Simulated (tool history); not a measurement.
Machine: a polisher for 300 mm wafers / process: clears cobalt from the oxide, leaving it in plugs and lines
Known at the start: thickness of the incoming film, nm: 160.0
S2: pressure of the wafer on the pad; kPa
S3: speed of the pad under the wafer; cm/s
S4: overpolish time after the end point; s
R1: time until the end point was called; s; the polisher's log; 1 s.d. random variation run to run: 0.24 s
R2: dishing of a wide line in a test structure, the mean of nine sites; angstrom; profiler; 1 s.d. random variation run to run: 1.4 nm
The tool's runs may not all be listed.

Run 1, hour 0: flow of slurry (ml/min) 165, S2 11 kPa, S3 118 cm/s, S4 27 s. Result: R1 41.909 s, R2 465.5 angstrom.
Run 2, hour 1.9: flow of slurry (ml/min) 165, S2 11 kPa, S3 118 cm/s, S4 33 s. Result: R1 41.978 s, R2 544.2 angstrom.
Run 3, hour 4.3: flow of slurry (ml/min) 165, S2 13.8 kPa, S3 118 cm/s, S4 33 s. Result: R1 34.054 s, R2 535.43 angstrom.
Run 4, hour 6.8: flow of slurry (ml/min) 140, S2 13.8 kPa, S3 118 cm/s, S4 33 s. Result: R1 34.521 s, R2 535.72 angstrom.
Run 5, hour 11.2: flow of slurry (ml/min) 140, S2 16.5 kPa, S3 118 cm/s, S4 33 s. Result: R1 28.975 s, R2 555.76 angstrom.
Run 6, hour 18.3: flow of slurry (ml/min) 140, S2 16.5 kPa, S3 120 cm/s, S4 32 s. Result: R1 28.581 s, R2 543.72 angstrom.

Forecast run 7:
Run 7, hour 24.3: flow of slurry (ml/min) 140, S2 16.5 kPa, S3 122 cm/s, S4 32 s. Result: R1 ?, R2 ?.

R1: 28.375 s
R2: 555.8 angstrom
